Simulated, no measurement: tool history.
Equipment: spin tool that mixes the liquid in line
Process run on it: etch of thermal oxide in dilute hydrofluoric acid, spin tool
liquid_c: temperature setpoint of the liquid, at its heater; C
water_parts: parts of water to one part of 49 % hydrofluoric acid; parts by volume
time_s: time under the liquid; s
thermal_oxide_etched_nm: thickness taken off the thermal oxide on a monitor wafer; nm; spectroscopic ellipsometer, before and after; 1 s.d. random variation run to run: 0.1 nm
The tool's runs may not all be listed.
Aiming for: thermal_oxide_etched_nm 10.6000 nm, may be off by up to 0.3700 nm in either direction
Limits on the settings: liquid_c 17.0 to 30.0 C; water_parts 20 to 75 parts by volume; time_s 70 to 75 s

run,hour,liquid_c,water_parts,time_s,thermal_oxide_etched_nm
1,0.0,22.0,45,70,7.6847
2,3.2,19.5,45,70,6.8400
3,9.0,22.0,45,70,7.6201
4,16.7,22.0,45,75,8.2339
5,19.5,23.5,45,75,8.6384
6,25.9,25.0,45,75,9.2948
7,33.8,26.0,45,75,9.6390
8,35.4,26.5,45,75,9.9076
9,37.5,27.0,45,75,10.0060

Of the 4 settings listed for the next run, only one would bring every result within its allowed miss of target. Which one?
A,39.6,26.5,45,75,?
B,39.6,27.5,45,70,?
C,39.6,25.5,40,70,?
D,39.6,25.5,40,75,?

move,thermal_oxide_etched_nm
A,9.8554
B,9.5722
C,10.0130
D,10.7280
A: its largest miss is bigger than the last run's
B: its largest miss is bigger than the last run's
C: no nearer and no further than the last run
D: each result inside its tolerance
The right move is D.
